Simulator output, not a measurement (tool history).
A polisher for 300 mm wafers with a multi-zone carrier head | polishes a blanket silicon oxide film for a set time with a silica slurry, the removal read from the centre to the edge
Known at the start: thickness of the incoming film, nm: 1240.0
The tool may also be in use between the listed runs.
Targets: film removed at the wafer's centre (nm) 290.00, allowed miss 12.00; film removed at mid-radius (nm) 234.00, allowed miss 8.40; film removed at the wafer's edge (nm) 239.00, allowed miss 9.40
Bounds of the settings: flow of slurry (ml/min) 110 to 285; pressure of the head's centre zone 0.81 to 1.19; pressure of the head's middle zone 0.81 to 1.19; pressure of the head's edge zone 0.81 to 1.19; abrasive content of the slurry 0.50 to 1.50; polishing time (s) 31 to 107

run,hour,flow of slurry (ml/min),pressure of the head's centre zone,pressure of the head's middle zone,pressure of the head's edge zone,abrasive content of the slurry,polishing time (s),film removed at the wafer's centre (nm),film removed at mid-radius (nm),film removed at the wafer's edge (nm)
1,0.0,180,1.00,1.00,1.00,1.00,69,217.10,218.59,214.55
2,2.5,180,0.93,1.00,1.00,1.00,69,201.23,222.63,212.10
3,8.5,205,0.93,1.00,1.00,1.00,69,203.02,224.82,212.98
4,11.9,205,0.89,1.00,1.00,1.00,69,193.62,228.18,220.12
5,16.0,205,0.89,1.00,1.00,1.00,59,167.26,190.27,180.49
6,18.5,230,0.89,1.00,1.00,1.00,59,169.64,192.54,187.79
7,20.7,235,0.98,1.01,1.01,1.15,59,203.71,208.91,195.72
8,21.9,235,1.02,0.99,1.04,1.25,60,219.26,210.97,213.47
9,29.8,240,1.07,1.00,1.05,1.30,60,229.55,224.73,215.35
10,32.8,245,1.11,0.97,1.04,1.35,61,247.98,223.77,222.09
11,40.7,250,1.14,0.96,1.04,1.40,61,265.69,226.06,232.92
12,48.5,255,1.16,0.96,1.03,1.40,61,264.96,225.99,226.77

Which of these 4 next moves meets every target?
A,56.3,200,1.12,0.86,1.06,1.25,67,?,?,?
B,56.3,255,1.15,0.93,1.05,1.50,57,?,?,?
C,56.3,270,1.19,0.96,1.06,1.30,65,?,?,?
D,56.3,240,1.14,1.09,1.01,1.25,64,?,?,?

move,film removed at the wafer's centre (nm),film removed at mid-radius (nm),film removed at the wafer's edge (nm)
A,262.69,212.81,237.65
B,253.94,212.86,219.88
C,286.71,238.18,240.30
D,262.71,253.99,225.03
A: further off than the last run
B: further off than the last run
C: meets every target
D: further off than the last run
Move C is the one to make.
